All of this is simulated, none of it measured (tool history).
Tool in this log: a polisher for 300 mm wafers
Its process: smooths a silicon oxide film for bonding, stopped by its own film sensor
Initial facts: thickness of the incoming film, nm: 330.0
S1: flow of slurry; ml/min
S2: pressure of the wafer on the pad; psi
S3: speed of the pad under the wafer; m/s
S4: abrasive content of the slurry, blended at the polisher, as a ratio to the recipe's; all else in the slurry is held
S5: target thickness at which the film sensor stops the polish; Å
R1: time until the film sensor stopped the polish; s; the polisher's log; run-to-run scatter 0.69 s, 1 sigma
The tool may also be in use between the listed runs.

{"run": 1, "hour": 0.0, "S1": 125, "S2": 1.6, "S3": 0.88, "S4": 1, "S5": 3080, "R1": 43.323}
{"run": 2, "hour": 2.9, "S1": 125, "S2": 1.6, "S3": 0.88, "S4": 1, "S5": 3080, "R1": 41.356}
{"run": 3, "hour": 4.9, "S1": 125, "S2": 1.6, "S3": 0.88, "S4": 1, "S5": 3100, "R1": 37.522}
{"run": 4, "hour": 5.7, "S1": 125, "S2": 1.6, "S3": 0.88, "S4": 1, "S5": 3100, "R1": 38.158}
{"run": 5, "hour": 8.0, "S1": 155, "S2": 1.6, "S3": 0.88, "S4": 1, "S5": 3100, "R1": 35.706}
{"run": 6, "hour": 10.1, "S1": 175, "S2": 1.6, "S3": 0.88, "S4": 1, "S5": 3100, "R1": 35.433}

Run 7 is up next; what results do you expect?
{"run": 7, "hour": 17.8, "S1": 170, "S2": 1.5, "S3": 0.88, "S4": 1, "S5": 3100, "R1": "?"}

R1: 39.832 s
